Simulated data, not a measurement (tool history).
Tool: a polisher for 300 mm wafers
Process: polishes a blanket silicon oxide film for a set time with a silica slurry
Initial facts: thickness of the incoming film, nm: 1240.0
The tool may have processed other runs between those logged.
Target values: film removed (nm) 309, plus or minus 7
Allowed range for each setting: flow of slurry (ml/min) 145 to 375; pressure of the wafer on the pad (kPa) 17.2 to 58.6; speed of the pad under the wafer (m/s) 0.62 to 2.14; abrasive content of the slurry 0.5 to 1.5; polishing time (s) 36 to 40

| run | hour | flow of slurry (ml/min) | pressure of the wafer on the pad (kPa) | speed of the pad under the wafer (m/s) | abrasive content of the slurry | polishing time (s) | film removed (nm) |
|---|---|---|---|---|---|---|---|
| 1 | 0 | 240 | 37.9 | 1.38 | 1 | 40 | 218.74 |
| 2 | 5.8 | 240 | 37.9 | 1.38 | 0.85 | 40 | 201.51 |
| 3 | 13 | 250 | 42.1 | 1.38 | 0.85 | 40 | 220.2 |
| 4 | 17.1 | 275 | 42.1 | 1.38 | 0.85 | 40 | 218.12 |
| 5 | 25.3 | 275 | 42.1 | 1.38 | 0.85 | 36 | 197.84 |
| 6 | 32.6 | 260 | 46.2 | 1.4 | 0.85 | 36 | 211.74 |
| 7 | 35.5 | 330 | 56.5 | 1.48 | 0.85 | 36 | 267.85 |
| 8 | 41.5 | 330 | 57.2 | 1.52 | 0.85 | 36 | 270.81 |
| 9 | 45.7 | 330 | 57.2 | 1.58 | 0.85 | 36 | 282.62 |

Below are 5 possible settings for the next run. Only one of them brings all results inside the allowed miss of their targets. Which is it?
| A | 49.9 | 375 | 53.1 | 1.46 | 0.8 | 40 | ? |
| B | 49.9 | 345 | 58.6 | 1.64 | 0.9 | 39 | ? |
| C | 49.9 | 300 | 56.5 | 1.5 | 0.8 | 37 | ? |
| D | 49.9 | 365 | 57.2 | 1.7 | 0.75 | 37 | ? |
| E | 49.9 | 255 | 49.6 | 1.68 | 0.95 | 40 | ? |

| move | film removed (nm) |
|---|---|
| A | 270.44 |
| B | 333.09 |
| C | 264.64 |
| D | 287.47 |
| E | 308.52 |
A: lands further from the targets than the last run did
B: takes the result that was furthest off past its target
C: lands further from the targets than the last run did
D: closer than the last run, but not yet in spec
E: every result within its allowed miss
Go with E: it meets all targets.
